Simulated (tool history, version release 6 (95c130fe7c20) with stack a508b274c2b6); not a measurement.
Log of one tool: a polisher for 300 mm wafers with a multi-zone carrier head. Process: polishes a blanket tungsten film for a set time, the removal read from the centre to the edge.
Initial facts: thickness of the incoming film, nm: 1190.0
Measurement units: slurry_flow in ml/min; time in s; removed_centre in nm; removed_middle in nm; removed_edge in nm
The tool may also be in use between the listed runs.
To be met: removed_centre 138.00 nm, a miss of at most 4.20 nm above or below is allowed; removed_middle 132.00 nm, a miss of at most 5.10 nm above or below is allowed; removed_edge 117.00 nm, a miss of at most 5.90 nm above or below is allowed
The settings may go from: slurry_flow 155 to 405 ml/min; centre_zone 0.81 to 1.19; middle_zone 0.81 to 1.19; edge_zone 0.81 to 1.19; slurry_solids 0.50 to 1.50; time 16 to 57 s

run,hour,slurry_flow,centre_zone,middle_zone,edge_zone,slurry_solids,time,removed_centre,removed_middle,removed_edge
1,0.0,260,1.00,1.00,1.00,1.00,36,241.80,240.50,248.98
2,1.7,265,1.03,1.02,0.95,0.85,30,201.75,194.79,190.62
3,6.4,265,1.03,0.94,0.95,0.85,30,197.93,180.04,188.26
4,8.4,275,1.03,0.97,0.91,0.75,27,174.99,160.48,157.54
5,14.7,275,1.03,0.97,0.91,0.75,34,219.00,202.57,195.73
6,20.2,290,1.01,0.97,0.88,0.65,31,184.90,172.66,168.65
7,24.7,285,1.01,0.99,0.86,0.60,28,163.63,155.96,146.04
8,29.3,280,1.01,1.00,0.84,0.55,27,150.82,146.53,134.46
9,38.1,265,1.02,1.00,0.83,0.55,26,146.07,139.74,130.09
10,45.8,270,1.03,1.01,0.82,0.55,25,142.73,135.16,123.35
11,48.9,270,1.03,1.02,0.82,0.55,25,140.94,137.48,123.79
12,53.0,270,1.04,1.02,0.82,0.55,25,143.48,137.05,124.51

Of the 4 settings listed for the next run, only one would bring every result within its allowed miss of target. Which one?
A,57.1,230,1.18,1.08,0.81,0.50,25,?,?,?
B,57.1,200,1.00,0.89,0.90,0.55,27,?,?,?
C,57.1,240,1.07,1.02,0.86,0.55,26,?,?,?
D,57.1,260,1.06,1.04,0.81,0.50,25,?,?,?

move,removed_centre,removed_middle,removed_edge
A,153.64,135.95,116.31
B,143.24,127.81,135.80
C,151.95,141.38,130.25
D,140.18,133.71,117.68
A: its largest miss is bigger than the last run's
B: its largest miss is bigger than the last run's
C: its largest miss is bigger than the last run's
D: all results land within tolerance of their targets
D meets every target.
